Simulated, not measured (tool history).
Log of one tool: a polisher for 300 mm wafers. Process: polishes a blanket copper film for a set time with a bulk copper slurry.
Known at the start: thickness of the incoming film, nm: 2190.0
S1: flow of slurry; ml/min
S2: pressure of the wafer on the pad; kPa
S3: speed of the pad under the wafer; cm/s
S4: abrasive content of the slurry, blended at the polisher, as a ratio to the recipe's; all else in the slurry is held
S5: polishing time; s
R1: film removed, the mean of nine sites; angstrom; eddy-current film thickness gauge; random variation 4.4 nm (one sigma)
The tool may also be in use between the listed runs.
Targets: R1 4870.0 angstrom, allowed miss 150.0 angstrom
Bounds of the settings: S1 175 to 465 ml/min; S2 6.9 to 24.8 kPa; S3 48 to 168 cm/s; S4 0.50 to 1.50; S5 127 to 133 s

run,hour,S1,S2,S3,S4,S5,R1
1,0.0,295,15.9,108,1.00,127,8356.3
2,1.5,295,14.5,108,1.00,127,7631.4
3,7.9,295,13.1,108,1.00,127,7047.6
4,8.6,295,13.1,122,1.00,127,7959.5
5,12.5,295,14.5,122,1.00,127,8633.3
6,16.0,295,13.1,120,1.00,127,7807.7
7,21.1,295,12.4,118,1.00,127,7176.6
8,23.5,295,11.7,118,1.00,127,6965.7
9,27.9,295,11.0,118,1.00,127,6443.3
10,32.6,295,10.3,118,1.00,127,6049.4
11,35.0,295,9.7,118,1.00,127,5761.1

Which of these 5 next moves meets every target?
A,37.4,340,10.3,116,1.10,133,?
B,37.4,330,12.4,114,0.95,133,?
C,37.4,250,8.3,112,1.10,133,?
D,37.4,250,10.3,118,1.00,127,?
E,37.4,340,6.9,152,0.95,127,?

move,R1
A,6569.8
B,7443.2
C,4978.4
D,6059.8
E,5400.2
A: further off than the last run
B: further off than the last run
C: meets every target
D: further off than the last run
E: nearer than the last run, and not there yet
Move C is the one to make.
